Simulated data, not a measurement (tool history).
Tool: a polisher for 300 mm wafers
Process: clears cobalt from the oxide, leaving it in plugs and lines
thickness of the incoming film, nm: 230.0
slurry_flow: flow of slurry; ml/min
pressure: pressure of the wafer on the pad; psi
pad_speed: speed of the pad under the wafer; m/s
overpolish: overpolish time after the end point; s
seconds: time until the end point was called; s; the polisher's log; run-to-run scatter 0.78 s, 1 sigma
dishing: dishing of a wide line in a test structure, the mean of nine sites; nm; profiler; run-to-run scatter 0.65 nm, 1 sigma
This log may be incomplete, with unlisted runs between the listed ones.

run	hour	slurry_flow	pressure	pad_speed	overpolish	seconds	dishing
1	0	205	2.2	0.84	28	50.126	39.884
2	6.7	205	2.2	0.84	18	51.743	35.069
3	13	205	2	0.84	22	55.668	36.319
4	19.5	205	1.8	0.84	25	60.989	37.159
5	27.8	205	1.6	0.84	27	69.648	37.646
6	30.6	205	1.6	0.84	38	69.145	41.363
7	31.7	205	1.5	0.84	38	73.074	39.418
8	38.4	205	1.4	0.84	39	78.527	39.206

Run 9 is up next; what results do you expect?
9	45.7	205	1.4	0.84	40	?	?

seconds: 78.684 s
dishing: 39.284 nm
